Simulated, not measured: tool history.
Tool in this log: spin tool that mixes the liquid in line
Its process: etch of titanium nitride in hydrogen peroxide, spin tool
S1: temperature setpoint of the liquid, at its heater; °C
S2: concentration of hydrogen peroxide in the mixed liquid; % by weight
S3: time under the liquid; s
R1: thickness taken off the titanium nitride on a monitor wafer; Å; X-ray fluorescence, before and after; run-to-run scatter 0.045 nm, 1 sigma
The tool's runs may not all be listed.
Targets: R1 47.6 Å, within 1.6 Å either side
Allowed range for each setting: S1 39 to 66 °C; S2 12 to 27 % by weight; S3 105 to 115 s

run	hour	S1	S2	S3	R1
1	0	55	18	105	58.614
2	7.8	59	18	105	77.762
3	10.9	58	18	105	72.25
4	15.3	57	18	105	66.373
5	18.7	56	18	105	61.976
6	27.4	55.5	18	105	59.799
7	28.9	55	18	105	57.969
8	33.5	54.5	18	105	55.423
9	38.2	54	18	105	54.373
10	40.2	53.5	18	105	52.344

Which single option among these 5 for the next run brings every result within its allowed miss of target? Just one does.
A	42.2	54	15.5	105	?
B	42.2	51	18.5	115	?
C	42.2	53.5	19.5	105	?
D	42.2	52.5	16	115	?
E	42.2	53.5	16	105	?

move	R1
A	52.077
B	47.734
C	52.763
D	51.579
E	50.591
A: closer than the last run, but not yet in spec
B: each result inside its tolerance
C: misses by more than the last run did
D: closer than the last run, but not yet in spec
E: closer than the last run, but not yet in spec
So the answer is move B, the one that meets all the targets.

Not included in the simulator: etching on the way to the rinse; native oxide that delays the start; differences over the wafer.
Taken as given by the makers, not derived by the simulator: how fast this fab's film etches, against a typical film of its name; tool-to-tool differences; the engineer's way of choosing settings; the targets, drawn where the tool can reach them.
